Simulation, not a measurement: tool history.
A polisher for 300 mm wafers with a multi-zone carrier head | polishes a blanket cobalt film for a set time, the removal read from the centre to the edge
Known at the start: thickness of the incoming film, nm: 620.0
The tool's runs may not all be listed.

run	hour	flow of slurry (ml/min)	pressure of the head's centre zone	pressure of the head's middle zone	pressure of the head's edge zone	polishing time (s)	film removed at the wafer's centre (angstrom)	film removed at mid-radius (angstrom)	film removed at the wafer's edge (angstrom)
1	0.0	300	1.00	1.00	1.00	65	2549.3	2633.5	2571.7
2	5.9	300	1.03	1.01	0.95	63	2599.7	2575.4	2431.5
3	8.5	300	0.96	1.01	0.95	63	2404.8	2536.5	2411.4
4	12.3	300	0.96	1.01	0.95	53	2000.8	2180.9	2041.0
5	19.0	225	0.96	1.01	0.95	53	1980.7	2118.0	1970.7
6	20.0	225	0.92	1.01	0.95	53	1848.0	2094.7	2008.6

Forecast run 7:
7	25.0	225	0.92	1.01	0.95	53	?	?	?

Run 7 gave film removed at the wafer's centre (angstrom) 1869.9, film removed at mid-radius (angstrom) 2147.3, film removed at the wafer's edge (angstrom) 1985.8.
